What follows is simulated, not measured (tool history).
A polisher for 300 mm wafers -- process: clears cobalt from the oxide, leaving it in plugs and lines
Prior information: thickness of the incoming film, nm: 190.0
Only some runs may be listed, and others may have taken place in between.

run	day	flow of slurry (ml/min)	pressure of the wafer on the pad (kPa)	speed of the pad under the wafer (m/s)	overpolish time after the end point (s)	time until the end point was called (s)	dishing of a wide line in a test structure (Å)
1	0	190	9.7	0.88	13	71.856	276.03
2	0.321	190	9.7	0.88	7	72.566	163.74
3	0.617	210	9.7	0.88	7	71.507	165.57
4	0.758	210	9.7	1.04	7	60.203	191.92
5	0.983	210	9.7	1.04	4	61.282	114.56
6	1.058	210	9.7	1.04	4	62.058	113.56
7	1.3	210	11	1.04	7	50.591	215.9
8	1.629	210	11.7	1.02	8	51.581	244.76
# day 1.971: worn pad replaced by a new one
9	1.971	210	13.1	1.02	9	42.741	320.42

For run 10, what comes out?
10	2.079	210	13.8	1.02	10	?	?

Run 10 produced time until the end point was called (s) 40.511, dishing of a wide line in a test structure (Å) 367.4.

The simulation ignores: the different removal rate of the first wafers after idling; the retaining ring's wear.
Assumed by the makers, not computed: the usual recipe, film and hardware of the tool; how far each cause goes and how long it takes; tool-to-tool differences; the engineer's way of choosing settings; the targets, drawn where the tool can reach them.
